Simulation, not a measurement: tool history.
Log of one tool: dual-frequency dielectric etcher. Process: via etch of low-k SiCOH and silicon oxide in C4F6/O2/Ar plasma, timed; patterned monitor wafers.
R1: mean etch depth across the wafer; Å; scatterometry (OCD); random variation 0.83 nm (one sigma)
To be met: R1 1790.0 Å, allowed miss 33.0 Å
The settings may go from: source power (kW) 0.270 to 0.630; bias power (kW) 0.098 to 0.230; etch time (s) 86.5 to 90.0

run 1 hour=0.0 | source_power_(kW)=0.450 bias_power_(kW)=0.164 etch_time_(s)=86.5 | R1=2328.7
run 2 hour=2.0 | source_power_(kW)=0.420 bias_power_(kW)=0.156 etch_time_(s)=86.5 | R1=2213.6
run 3 hour=7.8 | source_power_(kW)=0.380 bias_power_(kW)=0.156 etch_time_(s)=86.5 | R1=2138.2
run 4 hour=15.3 | source_power_(kW)=0.380 bias_power_(kW)=0.183 etch_time_(s)=86.5 | R1=2256.7
run 5 hour=20.6 | source_power_(kW)=0.380 bias_power_(kW)=0.168 etch_time_(s)=86.5 | R1=2199.2
run 6 hour=23.8 | source_power_(kW)=0.380 bias_power_(kW)=0.188 etch_time_(s)=86.5 | R1=2287.4
run 7 hour=27.9 | source_power_(kW)=0.360 bias_power_(kW)=0.178 etch_time_(s)=86.5 | R1=2217.9
run 8 hour=32.6 | source_power_(kW)=0.350 bias_power_(kW)=0.168 etch_time_(s)=86.5 | R1=2148.1
run 9 hour=39.2 | source_power_(kW)=0.340 bias_power_(kW)=0.159 etch_time_(s)=86.5 | R1=2067.8
run 10 hour=45.7 | source_power_(kW)=0.340 bias_power_(kW)=0.159 etch_time_(s)=86.5 | R1=2081.9
run 11 hour=52.9 | source_power_(kW)=0.330 bias_power_(kW)=0.153 etch_time_(s)=86.5 | R1=2019.8
run 12 hour=59.0 | source_power_(kW)=0.320 bias_power_(kW)=0.149 etch_time_(s)=86.5 | R1=1995.8
run 13 hour=67.0 | source_power_(kW)=0.310 bias_power_(kW)=0.145 etch_time_(s)=86.5 | R1=1947.8
run 14 hour=74.1 | source_power_(kW)=0.300 bias_power_(kW)=0.142 etch_time_(s)=86.5 | R1=1908.6
run 15 hour=81.4 | source_power_(kW)=0.300 bias_power_(kW)=0.140 etch_time_(s)=86.5 | R1=1894.0
run 16 hour=82.2 | source_power_(kW)=0.300 bias_power_(kW)=0.138 etch_time_(s)=86.5 | R1=1884.7
run 17 hour=88.2 | source_power_(kW)=0.300 bias_power_(kW)=0.137 etch_time_(s)=86.5 | R1=1890.9
run 18 hour=93.8 | source_power_(kW)=0.270 bias_power_(kW)=0.118 etch_time_(s)=86.5 | R1=1723.3

Which of these 4 next moves meets every target?
run A hour=99.4 | source_power_(kW)=0.320 bias_power_(kW)=0.098 etch_time_(s)=87.0 | R1=?
run B hour=99.4 | source_power_(kW)=0.300 bias_power_(kW)=0.098 etch_time_(s)=87.5 | R1=?
run C hour=99.4 | source_power_(kW)=0.270 bias_power_(kW)=0.111 etch_time_(s)=89.0 | R1=?
run D hour=99.4 | source_power_(kW)=0.270 bias_power_(kW)=0.119 etch_time_(s)=90.0 | R1=?

move=A R1=1716.9
move=B R1=1686.8
move=C R1=1730.7
move=D R1=1796.3
A: further off than the last run
B: further off than the last run
C: nearer than the last run, and not there yet
D: meets every target
Move D is the one to make.
